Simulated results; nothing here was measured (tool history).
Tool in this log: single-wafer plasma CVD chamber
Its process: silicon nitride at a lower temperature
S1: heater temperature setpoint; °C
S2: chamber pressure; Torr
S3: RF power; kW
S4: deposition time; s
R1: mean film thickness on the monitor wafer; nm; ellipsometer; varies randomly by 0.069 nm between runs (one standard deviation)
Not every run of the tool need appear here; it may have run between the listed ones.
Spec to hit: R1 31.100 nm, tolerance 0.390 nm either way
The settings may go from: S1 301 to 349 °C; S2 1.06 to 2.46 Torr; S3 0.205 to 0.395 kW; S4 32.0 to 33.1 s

{"run": 1, "hour": 0.0, "S1": 325, "S2": 1.76, "S3": 0.3, "S4": 32.0, "R1": 37.343}
{"run": 2, "hour": 1.8, "S1": 325, "S2": 1.76, "S3": 0.3, "S4": 32.0, "R1": 37.199}
{"run": 3, "hour": 4.2, "S1": 325, "S2": 1.54, "S3": 0.29, "S4": 32.0, "R1": 34.757}
{"run": 4, "hour": 11.5, "S1": 325, "S2": 1.38, "S3": 0.285, "S4": 32.0, "R1": 33.152}
{"run": 5, "hour": 18.1, "S1": 325, "S2": 1.28, "S3": 0.285, "S4": 32.0, "R1": 32.106}
{"run": 6, "hour": 20.5, "S1": 325, "S2": 1.45, "S3": 0.285, "S4": 32.0, "R1": 33.787}
{"run": 7, "hour": 25.0, "S1": 325, "S2": 1.33, "S3": 0.285, "S4": 32.0, "R1": 32.693}
{"hour": 25.8, "done": "thermocouple changed; heater temperature recalibrated"}
{"run": 8, "hour": 25.8, "S1": 325, "S2": 1.33, "S3": 0.285, "S4": 32.0, "R1": 32.637}
{"run": 9, "hour": 30.5, "S1": 325, "S2": 1.26, "S3": 0.285, "S4": 32.0, "R1": 31.958}
{"run": 10, "hour": 36.5, "S1": 325, "S2": 1.23, "S3": 0.285, "S4": 32.0, "R1": 31.684}

Of the 5 settings listed for the next run, only one would bring every result within its allowed miss of target. Which one?
{"run": "A", "hour": 42.5, "S1": 325, "S2": 1.26, "S3": 0.27, "S4": 33.1, "R1": "?"}
{"run": "B", "hour": 42.5, "S1": 324, "S2": 1.22, "S3": 0.28, "S4": 32.0, "R1": "?"}
{"run": "C", "hour": 42.5, "S1": 331, "S2": 1.11, "S3": 0.315, "S4": 33.0, "R1": "?"}
{"run": "D", "hour": 42.5, "S1": 318, "S2": 1.12, "S3": 0.31, "S4": 32.7, "R1": "?"}
{"run": "E", "hour": 42.5, "S1": 326, "S2": 1.18, "S3": 0.28, "S4": 33.1, "R1": "?"}

move=A R1=32.162
move=B R1=31.252
move=C R1=32.732
move=D R1=32.472
move=E R1=31.817
A: its largest miss is bigger than the last run's
B: all results land within tolerance of their targets
C: its largest miss is bigger than the last run's
D: its largest miss is bigger than the last run's
E: its largest miss is bigger than the last run's
So the answer is move B, the one that meets all the targets.

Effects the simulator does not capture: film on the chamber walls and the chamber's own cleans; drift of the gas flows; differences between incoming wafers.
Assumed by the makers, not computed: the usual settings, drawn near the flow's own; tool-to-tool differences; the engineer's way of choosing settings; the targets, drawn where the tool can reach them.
